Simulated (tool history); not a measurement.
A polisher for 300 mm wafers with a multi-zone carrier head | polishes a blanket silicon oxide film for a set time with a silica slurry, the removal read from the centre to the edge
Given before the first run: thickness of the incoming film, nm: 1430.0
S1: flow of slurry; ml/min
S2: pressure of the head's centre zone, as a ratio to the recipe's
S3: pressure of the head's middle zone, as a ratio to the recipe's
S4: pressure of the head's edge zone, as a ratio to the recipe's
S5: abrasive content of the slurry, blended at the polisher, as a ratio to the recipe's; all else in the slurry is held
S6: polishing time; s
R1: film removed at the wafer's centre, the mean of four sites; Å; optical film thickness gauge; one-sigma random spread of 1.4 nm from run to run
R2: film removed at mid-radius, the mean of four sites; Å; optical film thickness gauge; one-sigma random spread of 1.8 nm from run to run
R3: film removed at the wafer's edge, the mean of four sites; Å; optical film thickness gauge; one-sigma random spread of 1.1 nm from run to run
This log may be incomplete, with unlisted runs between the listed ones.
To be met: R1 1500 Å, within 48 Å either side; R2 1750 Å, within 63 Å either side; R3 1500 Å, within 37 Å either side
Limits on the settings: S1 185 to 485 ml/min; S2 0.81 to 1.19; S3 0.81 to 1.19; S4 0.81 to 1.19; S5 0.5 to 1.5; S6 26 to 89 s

| run | hour | S1 | S2 | S3 | S4 | S5 | S6 | R1 | R2 | R3 |
|---|---|---|---|---|---|---|---|---|---|---|
| 1 | 0 | 310 | 1 | 1 | 1 | 1 | 57 | 2055.3 | 2046.2 | 2049.5 |
| 2 | 1.6 | 310 | 0.97 | 1.03 | 0.95 | 0.85 | 57 | 1866.8 | 1976.2 | 1891.4 |
| 3 | 3.4 | 310 | 0.96 | 1.05 | 0.91 | 0.75 | 56 | 1725.9 | 1874.5 | 1720.4 |
| 4 | 4.3 | 305 | 0.94 | 1.06 | 0.88 | 0.7 | 56 | 1665.7 | 1832.5 | 1648.8 |
| 5 | 12.1 | 375 | 0.94 | 1.06 | 0.88 | 0.7 | 56 | 1708.6 | 1868.5 | 1690.3 |
| 6 | 14.7 | 435 | 0.94 | 1.06 | 0.88 | 0.7 | 56 | 1741.9 | 1901.6 | 1697.3 |
| 7 | 20.4 | 425 | 0.92 | 1.07 | 0.86 | 0.65 | 56 | 1647.7 | 1821.7 | 1610.5 |
| 8 | 21.4 | 415 | 0.9 | 1.08 | 0.84 | 0.65 | 56 | 1607.1 | 1852.3 | 1606.2 |
| 9 | 29.9 | 405 | 0.9 | 1.08 | 0.83 | 0.6 | 56 | 1571.3 | 1825.1 | 1561.8 |
| 10 | 37.3 | 400 | 0.9 | 1.07 | 0.82 | 0.6 | 56 | 1561.7 | 1808.3 | 1535.4 |
| 11 | 44.2 | 395 | 0.89 | 1.06 | 0.82 | 0.6 | 56 | 1552.9 | 1770.4 | 1532.7 |

Exactly one of the 5 candidate moves below puts every result within its allowed miss. Which one?
| A | 51.1 | 340 | 0.91 | 1.16 | 0.82 | 0.8 | 49 | ? | ? | ? |
| B | 51.1 | 420 | 0.95 | 1.1 | 0.81 | 0.7 | 51 | ? | ? | ? |
| C | 51.1 | 415 | 0.93 | 1.05 | 0.81 | 0.5 | 62 | ? | ? | ? |
| D | 51.1 | 420 | 1.05 | 1.05 | 0.81 | 0.5 | 58 | ? | ? | ? |
| E | 51.1 | 295 | 0.93 | 1.11 | 0.86 | 0.5 | 59 | ? | ? | ? |

| move | R1 | R2 | R3 |
|---|---|---|---|
| A | 1542.4 | 1886 | 1483.7 |
| B | 1600.4 | 1812 | 1479.6 |
| C | 1676.9 | 1852.9 | 1575.5 |
| D | 1711.2 | 1734.1 | 1474.9 |
| E | 1543.1 | 1792.5 | 1502.2 |
A: puts the biggest miss on target and leaves a different result outside tolerance
B: its largest miss is bigger than the last run's
C: its largest miss is bigger than the last run's
D: its largest miss is bigger than the last run's
E: all results in spec
Correct choice: E, which meets every target

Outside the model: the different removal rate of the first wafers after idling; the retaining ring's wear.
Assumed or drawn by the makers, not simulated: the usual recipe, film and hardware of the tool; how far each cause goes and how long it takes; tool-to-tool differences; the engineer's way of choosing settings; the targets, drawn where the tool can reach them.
